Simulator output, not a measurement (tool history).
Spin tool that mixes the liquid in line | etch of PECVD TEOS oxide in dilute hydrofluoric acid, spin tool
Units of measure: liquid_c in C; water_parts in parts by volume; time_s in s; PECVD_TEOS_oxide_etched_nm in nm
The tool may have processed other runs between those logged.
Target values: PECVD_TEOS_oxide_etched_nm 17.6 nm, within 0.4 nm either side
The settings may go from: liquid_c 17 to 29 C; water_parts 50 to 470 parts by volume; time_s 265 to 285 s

run 1 hour=0 | liquid_c=21 water_parts=260 time_s=265 | PECVD_TEOS_oxide_etched_nm=14.108
run 2 hour=6.3 | liquid_c=22.5 water_parts=260 time_s=265 | PECVD_TEOS_oxide_etched_nm=14.79
run 3 hour=13.2 | liquid_c=20.5 water_parts=260 time_s=265 | PECVD_TEOS_oxide_etched_nm=13.877
run 4 hour=19.5 | liquid_c=20.5 water_parts=260 time_s=265 | PECVD_TEOS_oxide_etched_nm=13.786
run 5 hour=25.9 | liquid_c=22 water_parts=260 time_s=265 | PECVD_TEOS_oxide_etched_nm=14.686
run 6 hour=31.8 | liquid_c=23 water_parts=260 time_s=265 | PECVD_TEOS_oxide_etched_nm=15.167
run 7 hour=37.9 | liquid_c=24 water_parts=260 time_s=265 | PECVD_TEOS_oxide_etched_nm=15.659
run 8 hour=38.7 | liquid_c=24.5 water_parts=260 time_s=265 | PECVD_TEOS_oxide_etched_nm=16.108
run 9 hour=42.8 | liquid_c=25 water_parts=260 time_s=265 | PECVD_TEOS_oxide_etched_nm=16.312

Which of these 4 next moves meets every target?
run A hour=46.9 | liquid_c=23.5 water_parts=250 time_s=285 | PECVD_TEOS_oxide_etched_nm=?
run B hour=46.9 | liquid_c=18 water_parts=235 time_s=285 | PECVD_TEOS_oxide_etched_nm=?
run C hour=46.9 | liquid_c=23 water_parts=260 time_s=275 | PECVD_TEOS_oxide_etched_nm=?
run D hour=46.9 | liquid_c=25 water_parts=230 time_s=265 | PECVD_TEOS_oxide_etched_nm=?

move=A PECVD_TEOS_oxide_etched_nm=17.352
move=B PECVD_TEOS_oxide_etched_nm=15.248
move=C PECVD_TEOS_oxide_etched_nm=15.655
move=D PECVD_TEOS_oxide_etched_nm=18.896
A: hits every target within its allowed miss
B: its largest miss is bigger than the last run's
C: its largest miss is bigger than the last run's
D: carries the result that was furthest off beyond its target, to the other side
Answer: A
